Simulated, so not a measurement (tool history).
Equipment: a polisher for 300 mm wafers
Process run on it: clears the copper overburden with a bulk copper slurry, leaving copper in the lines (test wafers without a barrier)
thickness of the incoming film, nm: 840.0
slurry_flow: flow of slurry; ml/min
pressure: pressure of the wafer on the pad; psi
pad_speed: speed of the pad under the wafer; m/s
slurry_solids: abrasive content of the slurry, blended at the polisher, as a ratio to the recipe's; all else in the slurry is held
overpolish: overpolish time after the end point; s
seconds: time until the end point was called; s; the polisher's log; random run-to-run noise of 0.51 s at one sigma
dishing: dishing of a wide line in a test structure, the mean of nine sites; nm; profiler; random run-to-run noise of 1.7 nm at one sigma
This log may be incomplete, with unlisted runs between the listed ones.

{"run": 1, "hour": 0.0, "slurry_flow": 265, "pressure": 2.8, "pad_speed": 1.14, "slurry_solids": 1.0, "overpolish": 30, "seconds": 71.37, "dishing": 141.6}
{"run": 2, "hour": 3.5, "slurry_flow": 265, "pressure": 2.8, "pad_speed": 1.14, "slurry_solids": 1.0, "overpolish": 40, "seconds": 70.854, "dishing": 155.58}
{"run": 3, "hour": 8.9, "slurry_flow": 270, "pressure": 2.9, "pad_speed": 1.14, "slurry_solids": 1.0, "overpolish": 36, "seconds": 68.525, "dishing": 152.15}
{"run": 4, "hour": 14.4, "slurry_flow": 275, "pressure": 3.0, "pad_speed": 1.14, "slurry_solids": 1.0, "overpolish": 33, "seconds": 66.388, "dishing": 152.33}
{"run": 5, "hour": 21.2, "slurry_flow": 275, "pressure": 3.0, "pad_speed": 1.28, "slurry_solids": 1.0, "overpolish": 33, "seconds": 58.89, "dishing": 155.9}
{"run": 6, "hour": 23.8, "slurry_flow": 275, "pressure": 3.0, "pad_speed": 1.0, "slurry_solids": 1.0, "overpolish": 33, "seconds": 74.744, "dishing": 146.55}
{"run": 7, "hour": 24.5, "slurry_flow": 275, "pressure": 3.1, "pad_speed": 1.02, "slurry_solids": 1.0, "overpolish": 30, "seconds": 71.757, "dishing": 143.53}
{"run": 8, "hour": 33.4, "slurry_flow": 275, "pressure": 3.2, "pad_speed": 1.02, "slurry_solids": 1.0, "overpolish": 28, "seconds": 69.071, "dishing": 143.26}

Run 9 has not been measured yet. What should we expect?
{"run": 9, "hour": 37.6, "slurry_flow": 275, "pressure": 3.3, "pad_speed": 1.02, "slurry_solids": 1.0, "overpolish": 27, "seconds": "?", "dishing": "?"}

{"run 9": {"seconds": 67.252, "dishing": 143.07}}

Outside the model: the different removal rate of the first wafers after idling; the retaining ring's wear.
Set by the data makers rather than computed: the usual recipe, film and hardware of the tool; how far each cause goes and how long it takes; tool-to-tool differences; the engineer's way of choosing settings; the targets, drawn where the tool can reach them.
